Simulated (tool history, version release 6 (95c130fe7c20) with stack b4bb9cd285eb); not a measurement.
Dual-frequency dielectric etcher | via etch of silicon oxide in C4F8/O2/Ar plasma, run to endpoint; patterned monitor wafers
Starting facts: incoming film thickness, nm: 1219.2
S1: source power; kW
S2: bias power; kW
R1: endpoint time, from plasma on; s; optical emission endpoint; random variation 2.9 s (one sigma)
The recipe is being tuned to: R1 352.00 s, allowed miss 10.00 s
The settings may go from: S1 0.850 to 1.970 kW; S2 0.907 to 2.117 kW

run    day     S1     S2      R1
  1  0.000  1.410  1.512  300.30
  2  0.308  1.320  1.474  309.88
  3  0.654  1.320  1.652  301.84
  4  0.954  1.240  1.610  310.13
  5  1.079  1.420  1.610  290.60
  6  1.162  1.260  1.610  305.46
  7  1.500  1.260  1.610  310.32
  8  1.775  1.200  1.589  317.44
  9  2.075  1.150  1.573  324.11
 10  2.421  1.110  1.560  325.17
 11  2.458  1.070  1.542  332.69
 12  2.754  1.040  1.531  341.52

Exercise: of the 5 proposed moves below, exactly one satisfies all targets within the stated allowed misses. Which move is it?
  A  3.050  0.850  1.376   ?
  B  3.050  0.960  1.162   ?
  C  3.050  1.020  1.312   ?
  D  3.050  1.090  1.567   ?
  E  3.050  0.950  0.958   ?

move      R1
   A  372.48
   B  364.78
   C  347.63
   D  326.46
   E  378.57
A: takes the result that was furthest off past its target
B: takes the result that was furthest off past its target
C: hits every target within its allowed miss
D: misses by more than the last run did
E: takes the result that was furthest off past its target
Go with C: it meets all targets.

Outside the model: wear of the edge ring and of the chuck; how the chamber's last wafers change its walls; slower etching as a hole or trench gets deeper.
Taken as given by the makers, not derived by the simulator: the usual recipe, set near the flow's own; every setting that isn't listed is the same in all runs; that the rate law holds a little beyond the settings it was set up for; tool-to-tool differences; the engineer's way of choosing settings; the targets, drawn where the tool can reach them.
